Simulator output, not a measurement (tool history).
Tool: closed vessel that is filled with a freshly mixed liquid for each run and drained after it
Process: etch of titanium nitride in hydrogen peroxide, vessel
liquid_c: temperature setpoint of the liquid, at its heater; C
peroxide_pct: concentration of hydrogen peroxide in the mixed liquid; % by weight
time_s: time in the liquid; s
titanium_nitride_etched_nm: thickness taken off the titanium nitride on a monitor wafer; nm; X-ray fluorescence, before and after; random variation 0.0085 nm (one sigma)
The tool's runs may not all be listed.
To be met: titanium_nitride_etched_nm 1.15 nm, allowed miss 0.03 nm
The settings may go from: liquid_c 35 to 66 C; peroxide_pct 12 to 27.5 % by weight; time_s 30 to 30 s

Run 1, hour 0: liquid_c 51 C, peroxide_pct 18.5 % by weight, time_s 30 s. Result: titanium_nitride_etched_nm 2.2801 nm.
Run 2, hour 8.1: liquid_c 49.5 C, peroxide_pct 18.5 % by weight, time_s 30 s. Result: titanium_nitride_etched_nm 2.0629 nm.
Run 3, hour 9: liquid_c 43.5 C, peroxide_pct 18.5 % by weight, time_s 30 s. Result: titanium_nitride_etched_nm 1.32 nm.
Run 4, hour 13: liquid_c 43.5 C, peroxide_pct 22 % by weight, time_s 30 s. Result: titanium_nitride_etched_nm 1.4089 nm.
Run 5, hour 14.9: liquid_c 43 C, peroxide_pct 22 % by weight, time_s 30 s. Result: titanium_nitride_etched_nm 1.3345 nm.
Run 6, hour 19.9: liquid_c 43 C, peroxide_pct 19 % by weight, time_s 30 s. Result: titanium_nitride_etched_nm 1.287 nm.
Run 7, hour 20.9: liquid_c 43 C, peroxide_pct 19 % by weight, time_s 30 s. Result: titanium_nitride_etched_nm 1.2873 nm.
Run 8, hour 29.7: liquid_c 42 C, peroxide_pct 19 % by weight, time_s 30 s. Result: titanium_nitride_etched_nm 1.1969 nm.

Which of these 4 next moves meets every target?
Run A, hour 38.5: liquid_c 40.5 C, peroxide_pct 18.5 % by weight, time_s 30 s. Result: titanium_nitride_etched_nm ?.
Run B, hour 38.5: liquid_c 41 C, peroxide_pct 21.5 % by weight, time_s 30 s. Result: titanium_nitride_etched_nm ?.
Run C, hour 38.5: liquid_c 40.5 C, peroxide_pct 20.5 % by weight, time_s 30 s. Result: titanium_nitride_etched_nm ?.
Run D, hour 38.5: liquid_c 41 C, peroxide_pct 16.5 % by weight, time_s 30 s. Result: titanium_nitride_etched_nm ?.

move  titanium_nitride_etched_nm
   A                      1.0713
   B                      1.1496
   C                      1.0951
   D                      1.0864
A: takes the result that was furthest off past its target
B: meets every target
C: takes the result that was furthest off past its target
D: takes the result that was furthest off past its target
Move B is the one to make.
